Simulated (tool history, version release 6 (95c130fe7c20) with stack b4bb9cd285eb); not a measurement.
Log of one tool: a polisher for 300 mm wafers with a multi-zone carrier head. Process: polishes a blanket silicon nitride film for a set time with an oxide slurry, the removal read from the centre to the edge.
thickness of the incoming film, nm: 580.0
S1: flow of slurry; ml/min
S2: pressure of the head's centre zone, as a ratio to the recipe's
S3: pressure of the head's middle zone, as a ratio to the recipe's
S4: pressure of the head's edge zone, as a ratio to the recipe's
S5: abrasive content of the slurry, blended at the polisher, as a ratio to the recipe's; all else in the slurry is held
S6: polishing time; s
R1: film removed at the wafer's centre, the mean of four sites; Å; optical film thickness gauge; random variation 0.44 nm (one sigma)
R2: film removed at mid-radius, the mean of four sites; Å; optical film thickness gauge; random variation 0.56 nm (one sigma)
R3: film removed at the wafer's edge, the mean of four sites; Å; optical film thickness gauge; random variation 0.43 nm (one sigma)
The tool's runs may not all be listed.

| run | hour | S1 | S2 | S3 | S4 | S5 | S6 | R1 | R2 | R3 |
|---|---|---|---|---|---|---|---|---|---|---|
| 1 | 0 | 320 | 1 | 1 | 1 | 1 | 61 | 436.87 | 451.56 | 435.59 |
| 2 | 1.1 | 320 | 1 | 1 | 1 | 1 | 70 | 503.87 | 527.42 | 500.41 |
| 3 | 6.3 | 320 | 1 | 1 | 1 | 1.15 | 70 | 534.54 | 554.47 | 532.19 |
| 4 | 8.3 | 320 | 1.01 | 1 | 0.99 | 1.1 | 69 | 525.19 | 539.35 | 513.84 |
| 5 | 17.2 | 320 | 1.02 | 1 | 0.98 | 1.05 | 68 | 508.61 | 513.05 | 498.45 |
| 6 | 24.7 | 325 | 1.04 | 1.02 | 0.97 | 1 | 67 | 514.14 | 505.89 | 482.5 |
| 7 | 29.9 | 330 | 1.04 | 1.03 | 0.96 | 0.95 | 66 | 481.32 | 491.08 | 450.53 |
| 8 | 30.5 | 330 | 1.04 | 1.03 | 0.95 | 0.9 | 66 | 465.69 | 484.35 | 451.28 |

Forecast run 9:
| 9 | 31.8 | 330 | 1.06 | 1.04 | 0.95 | 0.85 | 65 | ? | ? | ? |

{"run 9": {"R1": 445.51, "R2": 465.49, "R3": 423.26}}

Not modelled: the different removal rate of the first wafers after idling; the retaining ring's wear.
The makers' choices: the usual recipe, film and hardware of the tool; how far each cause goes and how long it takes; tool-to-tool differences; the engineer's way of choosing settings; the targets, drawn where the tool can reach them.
